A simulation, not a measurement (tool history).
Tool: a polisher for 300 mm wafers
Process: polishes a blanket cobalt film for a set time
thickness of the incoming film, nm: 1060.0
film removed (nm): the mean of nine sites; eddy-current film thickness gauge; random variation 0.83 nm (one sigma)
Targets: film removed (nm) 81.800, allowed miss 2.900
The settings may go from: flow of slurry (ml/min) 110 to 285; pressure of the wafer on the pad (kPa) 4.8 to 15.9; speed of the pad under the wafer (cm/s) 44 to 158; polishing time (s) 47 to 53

run,day,flow of slurry (ml/min),pressure of the wafer on the pad (kPa),speed of the pad under the wafer (cm/s),polishing time (s),film removed (nm)
1,0.000,180,10.3,100,53,179.540
2,0.221,180,9.0,94,53,149.690
3,0.475,150,9.0,94,53,145.160
4,0.612,150,9.0,112,53,175.970
5,0.671,150,8.3,104,53,145.490
6,0.700,150,8.3,92,53,132.860
7,0.771,150,7.6,88,53,119.060
8,0.958,150,6.9,86,53,102.630
9,1.108,150,6.2,86,53,94.447

Which of these 5 next moves meets every target?
A,1.258,125,6.2,104,51,?
B,1.258,155,5.5,86,51,?
C,1.258,150,6.9,84,47,?
D,1.258,170,6.2,84,50,?
E,1.258,160,7.6,72,48,?

move,film removed (nm)
A,106.270
B,81.599
C,90.470
D,88.526
E,88.054
A: further off than the last run
B: meets every target
C: nearer than the last run, and not there yet
D: nearer than the last run, and not there yet
E: nearer than the last run, and not there yet
The right move is B.
